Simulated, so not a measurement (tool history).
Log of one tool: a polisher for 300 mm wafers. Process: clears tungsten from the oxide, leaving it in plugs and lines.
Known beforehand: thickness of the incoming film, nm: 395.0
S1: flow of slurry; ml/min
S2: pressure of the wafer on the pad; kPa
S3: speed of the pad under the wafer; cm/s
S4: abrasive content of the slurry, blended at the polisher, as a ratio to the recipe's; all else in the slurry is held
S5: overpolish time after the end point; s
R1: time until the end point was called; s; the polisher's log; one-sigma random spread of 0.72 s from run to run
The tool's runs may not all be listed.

run    day   S1    S2   S3   S4  S5       R1
  1  0.000  230  26.2   88  1.0  49  105.370
  2  0.179  230  26.9   88  1.0  49  101.580
  3  0.283  230  26.9  110  1.0  49   85.775
  4  0.500  195  26.9  110  1.0  49   88.429
  5  0.717  200  26.9  110  1.0  49   87.546
  6  0.771  200  26.9   98  1.0  49   96.246

Run 7 has not been measured yet. What should we expect?
  7  0.892  205  27.6  98  1.0  49   ?

R1: 92.728 s
